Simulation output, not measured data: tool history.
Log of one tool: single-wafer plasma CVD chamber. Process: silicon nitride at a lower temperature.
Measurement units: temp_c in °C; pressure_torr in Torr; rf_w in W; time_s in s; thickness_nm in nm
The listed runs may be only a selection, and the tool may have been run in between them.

Run 1, hour 0.0: temp_c 365 °C, pressure_torr 1.63 Torr, rf_w 230 W, time_s 34.0 s. Result: thickness_nm 33.619 nm.
Run 2, hour 7.1: temp_c 365 °C, pressure_torr 1.58 Torr, rf_w 225 W, time_s 34.0 s. Result: thickness_nm 32.662 nm.
Run 3, hour 13.4: temp_c 365 °C, pressure_torr 1.58 Torr, rf_w 225 W, time_s 34.0 s. Result: thickness_nm 32.662 nm.
Run 4, hour 20.3: temp_c 356 °C, pressure_torr 1.58 Torr, rf_w 225 W, time_s 34.0 s. Result: thickness_nm 32.777 nm.
Run 5, hour 27.9: temp_c 356 °C, pressure_torr 1.58 Torr, rf_w 195 W, time_s 34.0 s. Result: thickness_nm 28.302 nm.
Run 6, hour 32.9: temp_c 356 °C, pressure_torr 1.56 Torr, rf_w 195 W, time_s 34.0 s. Result: thickness_nm 28.134 nm.
Run 7, hour 38.5: temp_c 356 °C, pressure_torr 1.54 Torr, rf_w 195 W, time_s 34.0 s. Result: thickness_nm 28.002 nm.
Run 8, hour 42.2: temp_c 356 °C, pressure_torr 1.53 Torr, rf_w 195 W, time_s 34.0 s. Result: thickness_nm 27.923 nm.
Run 9, hour 47.0: temp_c 356 °C, pressure_torr 1.52 Torr, rf_w 195 W, time_s 34.0 s. Result: thickness_nm 27.934 nm.

Run 10 is up next; what results do you expect?
Run 10, hour 50.3: temp_c 356 °C, pressure_torr 1.35 Torr, rf_w 190 W, time_s 34.0 s. Result: thickness_nm ?.

Run 10 came out at thickness_nm 26.077 nm.
